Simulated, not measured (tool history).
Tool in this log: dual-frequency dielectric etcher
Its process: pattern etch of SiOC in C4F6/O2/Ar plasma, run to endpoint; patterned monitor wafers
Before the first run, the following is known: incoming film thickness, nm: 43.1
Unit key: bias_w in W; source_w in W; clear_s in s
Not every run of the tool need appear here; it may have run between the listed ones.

run	hour	bias_w	source_w	clear_s
1	0	612	450	13.135
2	2.9	612	410	13.802
3	9.3	673	410	13.05
4	10.6	711	420	12.803
5	14.6	661	420	13.236
6	19.6	661	480	12.559
7	20.8	697	490	12.124
8	23.3	697	490	12.207
9	29.1	725	500	12.028
10	37.6	748	510	11.6
11	40.4	759	510	11.648

The next listed run, before its measurement:
12	41.9	772	510	?

Run 12 measured clear_s 11.533 s.
